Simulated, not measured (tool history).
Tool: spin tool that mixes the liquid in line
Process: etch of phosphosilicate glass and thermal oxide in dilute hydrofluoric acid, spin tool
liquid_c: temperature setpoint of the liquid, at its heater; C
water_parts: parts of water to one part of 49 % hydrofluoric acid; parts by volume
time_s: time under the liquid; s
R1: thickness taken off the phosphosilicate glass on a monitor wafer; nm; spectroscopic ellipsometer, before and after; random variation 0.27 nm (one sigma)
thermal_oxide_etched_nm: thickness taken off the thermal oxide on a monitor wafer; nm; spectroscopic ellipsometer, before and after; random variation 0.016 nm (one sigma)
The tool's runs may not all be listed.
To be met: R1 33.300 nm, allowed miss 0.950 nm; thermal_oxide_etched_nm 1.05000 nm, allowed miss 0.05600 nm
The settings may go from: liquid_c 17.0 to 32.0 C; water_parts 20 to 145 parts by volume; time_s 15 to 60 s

run 1 hour=0.0 | liquid_c=24.0 water_parts=80 time_s=30 | R1=57.569 thermal_oxide_etched_nm=1.81370
run 2 hour=2.9 | liquid_c=22.5 water_parts=85 time_s=30 | R1=50.145 thermal_oxide_etched_nm=1.59260
run 3 hour=8.4 | liquid_c=22.5 water_parts=100 time_s=30 | R1=43.195 thermal_oxide_etched_nm=1.33550
run 4 hour=12.1 | liquid_c=21.5 water_parts=100 time_s=30 | R1=40.981 thermal_oxide_etched_nm=1.27520
run 5 hour=18.7 | liquid_c=21.5 water_parts=115 time_s=30 | R1=35.441 thermal_oxide_etched_nm=1.11020
run 6 hour=26.8 | liquid_c=21.5 water_parts=115 time_s=25 | R1=29.342 thermal_oxide_etched_nm=0.92665
run 7 hour=27.7 | liquid_c=22.0 water_parts=115 time_s=25 | R1=29.744 thermal_oxide_etched_nm=0.95161
run 8 hour=34.7 | liquid_c=22.5 water_parts=115 time_s=25 | R1=30.277 thermal_oxide_etched_nm=0.94008

4 next moves are on the table. One of them brings every result within its allowed miss. Which?
run A hour=41.7 | liquid_c=24.5 water_parts=125 time_s=25 | R1=? thermal_oxide_etched_nm=?
run B hour=41.7 | liquid_c=21.0 water_parts=100 time_s=25 | R1=? thermal_oxide_etched_nm=?
run C hour=41.7 | liquid_c=17.0 water_parts=90 time_s=25 | R1=? thermal_oxide_etched_nm=?
run D hour=41.7 | liquid_c=27.0 water_parts=125 time_s=20 | R1=? thermal_oxide_etched_nm=?

move=A R1=29.410 thermal_oxide_etched_nm=0.94132
move=B R1=32.941 thermal_oxide_etched_nm=1.05430
move=C R1=31.336 thermal_oxide_etched_nm=1.00300
move=D R1=25.889 thermal_oxide_etched_nm=0.82863
A: further off than the last run
B: meets every target
C: nearer than the last run, and not there yet
D: further off than the last run
Move B is the one to make.
